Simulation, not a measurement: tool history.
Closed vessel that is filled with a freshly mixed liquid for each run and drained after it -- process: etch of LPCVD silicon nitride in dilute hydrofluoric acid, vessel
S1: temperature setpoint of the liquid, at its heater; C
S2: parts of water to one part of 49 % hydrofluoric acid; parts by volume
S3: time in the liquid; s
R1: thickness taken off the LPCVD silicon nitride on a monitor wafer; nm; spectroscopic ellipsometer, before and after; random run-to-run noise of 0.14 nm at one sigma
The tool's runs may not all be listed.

run,hour,S1,S2,S3,R1
1,0,24,160,2875,7.7191
2,6.6,24,180,2875,6.9523
3,12.5,24,180,2875,6.8708
4,16.7,26,180,2875,7.8776
5,24.7,27.5,180,2875,8.6569
6,27.4,28,155,2880,10.378

What does the tool deliver on the next run?
7,36.1,28.5,135,2890,?

{"run 7": {"R1": 12.389}}
